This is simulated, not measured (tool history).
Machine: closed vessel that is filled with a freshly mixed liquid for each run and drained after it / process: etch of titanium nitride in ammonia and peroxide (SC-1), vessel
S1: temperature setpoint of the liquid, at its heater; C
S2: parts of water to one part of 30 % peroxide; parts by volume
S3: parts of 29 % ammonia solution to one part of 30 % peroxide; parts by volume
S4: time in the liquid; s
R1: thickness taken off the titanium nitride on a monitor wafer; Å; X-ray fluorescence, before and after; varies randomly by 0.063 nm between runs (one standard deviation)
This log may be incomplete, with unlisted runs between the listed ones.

run,hour,S1,S2,S3,S4,R1
1,0.0,52.0,9.5,0.4,205,133.660
2,5.8,50.5,9.5,0.4,205,118.840
3,13.0,49.5,9.5,0.4,205,111.470
4,21.4,48.5,9.5,0.4,205,103.110
5,25.9,47.5,9.5,0.4,205,97.008
6,30.5,47.0,9.5,0.4,205,92.675
7,36.5,46.5,9.5,0.4,205,89.192
8,40.2,46.0,9.5,0.4,205,86.023

Predict the results of run 9:
9,47.4,45.5,9.5,0.4,205,?

Run 9 gave R1 82.875 Å.
